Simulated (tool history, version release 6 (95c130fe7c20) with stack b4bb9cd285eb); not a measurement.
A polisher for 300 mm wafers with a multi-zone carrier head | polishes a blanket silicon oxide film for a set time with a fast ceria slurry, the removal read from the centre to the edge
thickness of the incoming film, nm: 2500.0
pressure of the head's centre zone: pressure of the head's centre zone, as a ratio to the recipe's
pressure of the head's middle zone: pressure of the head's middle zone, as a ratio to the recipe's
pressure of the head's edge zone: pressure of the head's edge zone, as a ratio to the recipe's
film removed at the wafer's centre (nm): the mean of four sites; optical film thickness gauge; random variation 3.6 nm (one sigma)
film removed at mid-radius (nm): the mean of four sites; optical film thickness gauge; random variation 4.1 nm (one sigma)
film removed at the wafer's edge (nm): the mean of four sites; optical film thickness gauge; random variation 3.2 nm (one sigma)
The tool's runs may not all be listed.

run	day	flow of slurry (ml/min)	pressure of the head's centre zone	pressure of the head's middle zone	pressure of the head's edge zone	polishing time (s)	film removed at the wafer's centre (nm)	film removed at mid-radius (nm)	film removed at the wafer's edge (nm)
1	0	150	1	1	1	40	311.85	305.99	306.23
2	0.304	145	0.98	1.02	0.98	40	305.01	318.26	297.37
3	0.45	140	0.96	1.02	0.97	40	290.79	302.6	301.02
4	0.488	140	0.95	1.04	0.96	39	276.47	304.97	291.42
5	0.721	140	1	1.04	0.96	39	300.99	302.11	288.19
6	1	140	1	1.01	0.96	39	299.66	297.2	287.67
7	1.229	135	0.98	1.03	0.94	39	289.58	308.46	280.51
8	1.379	130	0.97	1.03	0.93	39	293.5	287.12	281.7
9	1.688	135	0.96	1.04	0.92	38	283.34	297.91	273.36
10	1.933	135	0.95	1.05	0.92	38	277.66	299.36	278.21

Forecast run 11:
11	2.167	135	0.94	1.06	0.91	38	?	?	?

Run 11 gave film removed at the wafer's centre (nm) 263.31, film removed at mid-radius (nm) 299.63, film removed at the wafer's edge (nm) 277.9.
